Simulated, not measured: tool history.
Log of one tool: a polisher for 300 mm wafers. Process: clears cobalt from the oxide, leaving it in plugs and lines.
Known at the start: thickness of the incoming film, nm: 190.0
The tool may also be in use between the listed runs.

run    day  flow of slurry (ml/min)  pressure of the wafer on the pad (psi)  speed of the pad under the wafer (m/s)  overpolish time after the end point (s)  time until the end point was called (s)  dishing of a wide line in a test structure (angstrom)
  1      0                      150                                     2.2                                    1.16                                       20                                   30.023                                                 679.16
  2  0.283                      175                                     2.2                                    1.16                                       20                                   29.394                                                 706.42
  3  0.312                      175                                     2.3                                    1.16                                       18                                   29.346                                                 688.52
  4  0.671                      170                                     2.5                                    1.18                                       16                                   26.294                                                 648.99
  5  0.771                      170                                     2.5                                    1.18                                       11                                   26.096                                                    568
  6  0.875                      170                                     2.5                                    1.28                                       11                                   23.908                                                 564.37
  7  1.133                      170                                     2.5                                    1.28                                       12                                    23.47                                                 596.95

Run 8 comes next. What will it give?
  8  1.5                      170                                     2.5                                    1.28                                       12                                        ?                                                      ?

time until the end point was called (s): 24.229
dishing of a wide line in a test structure (angstrom): 599.01
